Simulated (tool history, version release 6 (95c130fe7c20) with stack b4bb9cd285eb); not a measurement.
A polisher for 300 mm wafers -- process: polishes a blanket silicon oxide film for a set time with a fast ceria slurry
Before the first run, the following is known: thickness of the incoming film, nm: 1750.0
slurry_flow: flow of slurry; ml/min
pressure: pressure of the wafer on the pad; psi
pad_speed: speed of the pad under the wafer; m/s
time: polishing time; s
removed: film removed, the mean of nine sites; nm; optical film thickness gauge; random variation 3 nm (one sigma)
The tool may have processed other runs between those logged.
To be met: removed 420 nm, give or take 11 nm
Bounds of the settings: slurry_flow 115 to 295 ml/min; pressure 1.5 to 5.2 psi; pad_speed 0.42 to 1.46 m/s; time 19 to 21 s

run  hour  slurry_flow  pressure  pad_speed  time  removed
  1     0          190       3.3       0.94    21   299.41
  2     5          225       3.3       0.94    21   309.19
  3  13.6          230       3.4       0.94    21   321.24
  4  15.6          230       3.4        0.8    21   270.92
  5  22.4          200       3.4        0.8    21   268.85
  6  26.4          200       3.4       0.64    21   214.06
  7  33.8          230       4.4       0.74    21   328.86
  8  38.8          230       4.5       0.74    21   333.87
     46.5  -- slurry nozzle cleaned
  9  46.5          230       4.6       0.74    21   358.44

Which one of the following 4 next-run settings gets every result inside its allowed miss? There is exactly one.
  A  54.2          225       4.9       0.78    21        ?
  B  54.2          205       4.4       0.92    21        ?
  C  54.2          185       4.2       1.04    21        ?
  D  54.2          215         5       0.86    21        ?

move  removed
   A   399.09
   B   417.16
   C   443.78
   D   445.18
A: closes in on the targets versus the last run, not all within tolerance yet
B: every result within its allowed miss
C: carries the result that was furthest off beyond its target, to the other side
D: carries the result that was furthest off beyond its target, to the other side
Move B is the one to make.
